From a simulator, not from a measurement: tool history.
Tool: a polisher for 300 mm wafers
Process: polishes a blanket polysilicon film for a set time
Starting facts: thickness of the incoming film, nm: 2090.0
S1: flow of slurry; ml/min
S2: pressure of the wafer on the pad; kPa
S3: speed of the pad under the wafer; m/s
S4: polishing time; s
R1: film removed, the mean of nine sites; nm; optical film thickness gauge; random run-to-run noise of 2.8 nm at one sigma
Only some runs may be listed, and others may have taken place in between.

{"run": 1, "hour": 0.0, "S1": 235, "S2": 24.1, "S3": 1.16, "S4": 40, "R1": 405.04}
{"run": 2, "hour": 2.1, "S1": 235, "S2": 24.1, "S3": 1.16, "S4": 40, "R1": 399.97}
{"run": 3, "hour": 9.4, "S1": 235, "S2": 24.1, "S3": 1.16, "S4": 40, "R1": 399.98}
{"run": 4, "hour": 15.1, "S1": 235, "S2": 22.8, "S3": 1.14, "S4": 40, "R1": 383.58}
{"run": 5, "hour": 17.0, "S1": 235, "S2": 21.4, "S3": 1.1, "S4": 40, "R1": 354.52}
{"run": 6, "hour": 23.4, "S1": 235, "S2": 21.4, "S3": 1.1, "S4": 36, "R1": 318.59}
{"run": 7, "hour": 29.6, "S1": 235, "S2": 20.0, "S3": 1.1, "S4": 36, "R1": 308.3}
{"run": 8, "hour": 34.3, "S1": 235, "S2": 18.6, "S3": 1.1, "S4": 36, "R1": 295.49}
{"run": 9, "hour": 41.2, "S1": 235, "S2": 17.9, "S3": 1.08, "S4": 36, "R1": 285.29}
{"run": 10, "hour": 48.3, "S1": 235, "S2": 17.2, "S3": 1.08, "S4": 36, "R1": 278.92}
{"run": 11, "hour": 53.5, "S1": 235, "S2": 16.5, "S3": 1.08, "S4": 36, "R1": 272.58}

Run 12, settings as shown, results not yet in. Your forecast:
{"hour": 58.2, "done": "slurry nozzle cleaned"}
{"run": 12, "hour": 58.2, "S1": 235, "S2": 15.9, "S3": 1.08, "S4": 36, "R1": "?"}

R1: 277.06 nm
